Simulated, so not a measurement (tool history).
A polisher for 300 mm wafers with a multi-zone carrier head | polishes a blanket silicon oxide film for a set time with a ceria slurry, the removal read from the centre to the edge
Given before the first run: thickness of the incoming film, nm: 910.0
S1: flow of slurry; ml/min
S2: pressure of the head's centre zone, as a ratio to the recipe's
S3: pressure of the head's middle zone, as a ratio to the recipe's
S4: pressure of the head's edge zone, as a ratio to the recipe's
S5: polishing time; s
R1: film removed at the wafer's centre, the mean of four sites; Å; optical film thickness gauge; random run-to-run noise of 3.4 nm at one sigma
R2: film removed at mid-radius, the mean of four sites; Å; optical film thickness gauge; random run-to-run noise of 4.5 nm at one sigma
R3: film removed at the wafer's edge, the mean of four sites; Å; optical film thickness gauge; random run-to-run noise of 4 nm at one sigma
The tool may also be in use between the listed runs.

| run | day | S1 | S2 | S3 | S4 | S5 | R1 | R2 | R3 |
|---|---|---|---|---|---|---|---|---|---|
| 1 | 0.000 | 165 | 1.00 | 1.00 | 1.00 | 61 | 3451.8 | 3513.6 | 3432.6 |
| 2 | 0.062 | 165 | 0.93 | 1.00 | 1.00 | 61 | 3272.4 | 3518.6 | 3453.7 |
| 3 | 0.383 | 165 | 0.93 | 1.00 | 1.00 | 69 | 3685.5 | 3896.9 | 3891.0 |
| 4 | 0.492 | 175 | 0.94 | 1.02 | 1.02 | 71 | 3813.4 | 4150.6 | 4077.6 |
| 5 | 0.700 | 175 | 0.94 | 1.02 | 1.07 | 71 | 3801.5 | 4178.7 | 4200.9 |
| 6 | 1.071 | 175 | 0.88 | 1.02 | 1.07 | 71 | 3637.3 | 4169.2 | 4188.0 |
| 7 | 1.129 | 175 | 0.88 | 1.02 | 1.07 | 71 | 3623.4 | 4176.7 | 4173.5 |
| 8 | 1.433 | 180 | 0.91 | 1.04 | 1.08 | 72 | 3785.6 | 4274.1 | 4280.3 |
| 9 | 1.571 | 190 | 0.92 | 1.06 | 1.08 | 74 | 3977.4 | 4556.2 | 4357.6 |
| 10 | 1.838 | 190 | 0.93 | 1.07 | 1.09 | 76 | 4076.6 | 4683.0 | 4511.4 |

Run 11 is up next; what results do you expect?
| 11 | 1.892 | 195 | 0.94 | 1.08 | 1.10 | 77 | ? | ? | ? |

Logged for run 11: R1 4188.8 Å, R2 4778.8 Å, R3 4649.7 Å.

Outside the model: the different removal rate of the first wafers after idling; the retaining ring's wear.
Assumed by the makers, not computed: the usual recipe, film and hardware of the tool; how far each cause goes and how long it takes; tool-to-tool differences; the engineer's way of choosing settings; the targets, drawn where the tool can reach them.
